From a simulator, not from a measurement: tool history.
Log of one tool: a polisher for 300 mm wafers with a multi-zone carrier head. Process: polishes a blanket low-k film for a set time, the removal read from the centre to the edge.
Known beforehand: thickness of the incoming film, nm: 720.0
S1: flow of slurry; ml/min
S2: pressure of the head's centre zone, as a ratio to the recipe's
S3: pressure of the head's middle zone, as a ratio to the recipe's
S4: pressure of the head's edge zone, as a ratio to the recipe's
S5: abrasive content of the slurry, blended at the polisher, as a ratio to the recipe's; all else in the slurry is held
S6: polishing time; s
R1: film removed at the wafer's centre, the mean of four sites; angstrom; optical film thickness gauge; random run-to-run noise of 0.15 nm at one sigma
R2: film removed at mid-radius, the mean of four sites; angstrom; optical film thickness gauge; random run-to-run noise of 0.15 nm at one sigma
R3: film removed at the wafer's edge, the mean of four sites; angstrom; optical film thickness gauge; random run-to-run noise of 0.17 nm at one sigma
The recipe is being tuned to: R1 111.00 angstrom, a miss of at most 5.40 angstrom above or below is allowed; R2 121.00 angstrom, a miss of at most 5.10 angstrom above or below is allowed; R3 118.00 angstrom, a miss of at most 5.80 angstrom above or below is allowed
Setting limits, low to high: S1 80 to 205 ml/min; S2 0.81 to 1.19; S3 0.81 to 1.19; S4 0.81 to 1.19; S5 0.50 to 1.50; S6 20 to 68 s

Run 1, hour 0.0: S1 135 ml/min, S2 1.00, S3 1.00, S4 1.00, S5 1.00, S6 44 s. Result: R1 214.57 angstrom, R2 213.82 angstrom, R3 208.28 angstrom.
Run 2, hour 1.4: S1 130 ml/min, S2 0.96, S3 0.99, S4 0.97, S5 0.85, S6 40 s. Result: R1 169.36 angstrom, R2 180.99 angstrom, R3 175.80 angstrom.
Run 3, hour 2.4: S1 130 ml/min, S2 1.02, S3 0.99, S4 0.97, S5 0.85, S6 40 s. Result: R1 184.64 angstrom, R2 184.02 angstrom, R3 175.11 angstrom.
Run 4, hour 11.0: S1 125 ml/min, S2 1.00, S3 0.97, S4 0.95, S5 0.75, S6 37 s. Result: R1 154.78 angstrom, R2 152.46 angstrom, R3 149.31 angstrom.
Run 5, hour 15.1: S1 120 ml/min, S2 0.97, S3 0.96, S4 0.92, S5 0.65, S6 37 s. Result: R1 142.24 angstrom, R2 141.72 angstrom, R3 138.25 angstrom.
Run 6, hour 21.6: S1 135 ml/min, S2 0.97, S3 0.96, S4 0.92, S5 0.65, S6 37 s. Result: R1 145.07 angstrom, R2 144.89 angstrom, R3 141.04 angstrom.
Run 7, hour 22.4: S1 135 ml/min, S2 0.97, S3 0.96, S4 0.92, S5 0.65, S6 37 s. Result: R1 144.81 angstrom, R2 144.42 angstrom, R3 140.41 angstrom.
Run 8, hour 28.4: S1 130 ml/min, S2 0.93, S3 0.95, S4 0.89, S5 0.60, S6 37 s. Result: R1 131.97 angstrom, R2 138.58 angstrom, R3 131.75 angstrom.
Run 9, hour 36.5: S1 120 ml/min, S2 0.91, S3 0.93, S4 0.87, S5 0.60, S6 37 s. Result: R1 127.00 angstrom, R2 133.28 angstrom, R3 129.29 angstrom.
Run 10, hour 39.0: S1 115 ml/min, S2 0.89, S3 0.92, S4 0.85, S5 0.60, S6 37 s. Result: R1 123.23 angstrom, R2 131.46 angstrom, R3 125.79 angstrom.
Run 11, hour 46.7: S1 110 ml/min, S2 0.87, S3 0.91, S4 0.84, S5 0.60, S6 37 s. Result: R1 117.90 angstrom, R2 127.18 angstrom, R3 125.53 angstrom.
Run 12, hour 55.4: S1 105 ml/min, S2 0.87, S3 0.91, S4 0.83, S5 0.60, S6 37 s. Result: R1 116.44 angstrom, R2 129.51 angstrom, R3 126.09 angstrom.

Exactly one of the 5 candidate moves below puts every result within its allowed miss. Which one?
Run A, hour 64.1: S1 165 ml/min, S2 0.99, S3 0.88, S4 0.81, S5 0.70, S6 30 s. Result: R1 ?, R2 ?, R3 ?.
Run B, hour 64.1: S1 110 ml/min, S2 0.87, S3 0.93, S4 0.81, S5 0.50, S6 40 s. Result: R1 ?, R2 ?, R3 ?.
Run C, hour 64.1: S1 120 ml/min, S2 0.91, S3 1.15, S4 0.81, S5 0.60, S6 34 s. Result: R1 ?, R2 ?, R3 ?.
Run D, hour 64.1: S1 165 ml/min, S2 0.87, S3 0.90, S4 0.87, S5 0.55, S6 33 s. Result: R1 ?, R2 ?, R3 ?.
Run E, hour 64.1: S1 90 ml/min, S2 0.81, S3 0.87, S4 0.91, S5 0.70, S6 37 s. Result: R1 ?, R2 ?, R3 ?.

move      R1      R2      R3
   A  128.33  119.76  115.48
   B  115.70  128.08  122.68
   C  115.70  137.44  115.86
   D  109.94  118.32  116.30
   E  111.15  128.67  136.82
A: meets the target for the result that was furthest off, but another lies outside its allowed miss
B: closer than the last run, but not yet in spec
C: its largest miss is bigger than the last run's
D: hits every target within its allowed miss
E: its largest miss is bigger than the last run's
So the answer is move D, the one that meets all the targets.
